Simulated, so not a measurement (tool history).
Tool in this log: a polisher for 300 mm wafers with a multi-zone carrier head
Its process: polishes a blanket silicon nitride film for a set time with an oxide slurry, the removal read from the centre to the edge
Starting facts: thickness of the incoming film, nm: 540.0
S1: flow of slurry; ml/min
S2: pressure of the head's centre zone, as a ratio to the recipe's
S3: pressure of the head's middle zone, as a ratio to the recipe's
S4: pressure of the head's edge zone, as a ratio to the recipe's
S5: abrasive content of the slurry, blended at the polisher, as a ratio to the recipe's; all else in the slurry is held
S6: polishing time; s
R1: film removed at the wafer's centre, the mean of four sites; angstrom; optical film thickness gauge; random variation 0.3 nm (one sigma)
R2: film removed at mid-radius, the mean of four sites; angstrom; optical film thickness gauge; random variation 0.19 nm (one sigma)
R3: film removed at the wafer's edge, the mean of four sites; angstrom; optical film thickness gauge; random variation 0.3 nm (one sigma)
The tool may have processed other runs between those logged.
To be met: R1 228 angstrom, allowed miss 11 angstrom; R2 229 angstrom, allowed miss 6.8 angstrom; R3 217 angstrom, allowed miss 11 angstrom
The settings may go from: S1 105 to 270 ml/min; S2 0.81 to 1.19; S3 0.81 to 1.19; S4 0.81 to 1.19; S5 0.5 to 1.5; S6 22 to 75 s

run  hour   S1    S2    S3    S4    S5  S6      R1      R2      R3
  1     0  175     1     1     1     1  48  332.31  334.41  331.31
  2   2.2  175  0.97     1     1     1  48  323.53  335.59   335.3
  3   4.8  175  0.97     1     1     1  42  288.03   292.8   294.1
  4   7.8  175  0.97     1     1     1  46   302.6  319.05  323.74
  5  14.9  175  0.97     1  0.98   0.9  45  287.29  300.04   292.9
  6  16.7  170  0.97  0.98  0.96   0.8  45  272.92  276.08  278.06
  7  25.6  170  0.97  0.98  0.96   0.8  45  271.35  278.94  280.99
  8  28.7  170  0.98  0.98  0.94  0.75  44  259.15  263.85  258.93
  9  34.4  140  0.95  0.92  0.84   0.6  44  219.26  219.12   221.9
 10  35.3  145  0.96  0.93  0.84   0.6  44  220.51  221.75  222.97

Of the 4 settings listed for the next run, only one would bring every result within its allowed miss of target. Which one?
  A  36.2  150  0.91  0.92  0.85   0.6  43   ?   ?   ?
  B  36.2  175  0.89  0.87  0.88  0.55  50   ?   ?   ?
  C  36.2  125  0.91  0.92  0.87  0.55  46   ?   ?   ?
  D  36.2  140  0.99  0.98  0.81   0.6  44   ?   ?   ?

move      R1      R2      R3
   A  201.89  215.87  211.02
   B  222.96  233.78  239.25
   C  200.38  214.91     213
   D  222.86  229.26  211.38
A: misses by more than the last run did
B: puts the biggest miss on target and leaves a different result outside tolerance
C: misses by more than the last run did
D: meets every target
D meets every target.
